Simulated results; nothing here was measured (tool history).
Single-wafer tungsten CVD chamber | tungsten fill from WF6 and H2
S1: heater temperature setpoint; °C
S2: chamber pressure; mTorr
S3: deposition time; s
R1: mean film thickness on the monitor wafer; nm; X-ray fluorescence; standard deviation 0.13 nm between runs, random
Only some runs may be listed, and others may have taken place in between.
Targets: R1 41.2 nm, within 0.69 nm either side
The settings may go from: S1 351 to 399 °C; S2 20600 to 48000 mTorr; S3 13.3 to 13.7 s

Run 1, hour 0: S1 375 °C, S2 34300 mTorr, S3 13.3 s. Result: R1 27.278 nm.
Run 2, hour 4.1: S1 381 °C, S2 34300 mTorr, S3 13.3 s. Result: R1 31.375 nm.
Run 3, hour 8.1: S1 381 °C, S2 34300 mTorr, S3 13.3 s. Result: R1 31.376 nm.
Run 4, hour 11: S1 372 °C, S2 34300 mTorr, S3 13.3 s. Result: R1 25.424 nm.
Run 5, hour 15.8: S1 376 °C, S2 34400 mTorr, S3 13.3 s. Result: R1 27.893 nm.
Run 6, hour 19.8: S1 379 °C, S2 34500 mTorr, S3 13.3 s. Result: R1 30.197 nm.
Run 7, hour 24.2: S1 381 °C, S2 34500 mTorr, S3 13.3 s. Result: R1 31.57 nm.
Run 8, hour 26.5: S1 383 °C, S2 34500 mTorr, S3 13.3 s. Result: R1 33.118 nm.
Run 9, hour 27.1: S1 385 °C, S2 34500 mTorr, S3 13.3 s. Result: R1 34.465 nm.
Run 10, hour 29.2: S1 386 °C, S2 34500 mTorr, S3 13.3 s. Result: R1 35.257 nm.
Run 11, hour 30.9: S1 387 °C, S2 34500 mTorr, S3 13.3 s. Result: R1 36.015 nm.
Run 12, hour 37.4: S1 388 °C, S2 34500 mTorr, S3 13.3 s. Result: R1 37.037 nm.
Run 13, hour 38.2: S1 394 °C, S2 34600 mTorr, S3 13.3 s. Result: R1 41.965 nm.

Next run, 4 choices. One meets every target within its allowed miss, the rest don't. Which?
Run A, hour 39: S1 396 °C, S2 32500 mTorr, S3 13.7 s. Result: R1 ?.
Run B, hour 39: S1 394 °C, S2 35900 mTorr, S3 13.3 s. Result: R1 ?.
Run C, hour 39: S1 399 °C, S2 31100 mTorr, S3 13.3 s. Result: R1 ?.
Run D, hour 39: S1 395 °C, S2 32100 mTorr, S3 13.5 s. Result: R1 ?.

move      R1
   A  43.054
   B   42.98
   C  43.023
   D  41.157
A: its largest miss is bigger than the last run's
B: its largest miss is bigger than the last run's
C: its largest miss is bigger than the last run's
D: every result within its allowed miss
Go with D: it meets all targets.

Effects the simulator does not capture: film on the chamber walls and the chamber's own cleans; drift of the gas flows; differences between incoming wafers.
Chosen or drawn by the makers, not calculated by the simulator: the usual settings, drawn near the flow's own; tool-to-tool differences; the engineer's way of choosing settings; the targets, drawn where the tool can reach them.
